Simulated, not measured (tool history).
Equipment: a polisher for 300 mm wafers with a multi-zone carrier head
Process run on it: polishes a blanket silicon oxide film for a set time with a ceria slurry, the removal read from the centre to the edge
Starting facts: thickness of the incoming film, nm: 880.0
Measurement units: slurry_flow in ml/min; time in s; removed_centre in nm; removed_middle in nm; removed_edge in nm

run  hour  slurry_flow  centre_zone  middle_zone  edge_zone  time  removed_centre  removed_middle  removed_edge
  1     0          260            1            1          1    50          247.87          244.64        243.46
  2   8.5          265         1.01            1       1.02    51          251.37          251.35        254.11
  3  13.8          265         1.01            1       0.99    51          257.75             255        255.13
  4  19.3          265         1.07            1       0.99    51          267.83          248.36        253.18
  5  22.9          265         1.07            1       0.99    57          302.71          281.18        281.51
  6  27.6          265         1.07         0.95       0.99    57          304.83          272.36        286.72

What does the tool deliver on the next run?
  7  30.9          270         1.06         0.95          1    57               ?               ?             ?

{"run 7": {"removed_centre": 302.98, "removed_middle": 269.88, "removed_edge": 283.65}}

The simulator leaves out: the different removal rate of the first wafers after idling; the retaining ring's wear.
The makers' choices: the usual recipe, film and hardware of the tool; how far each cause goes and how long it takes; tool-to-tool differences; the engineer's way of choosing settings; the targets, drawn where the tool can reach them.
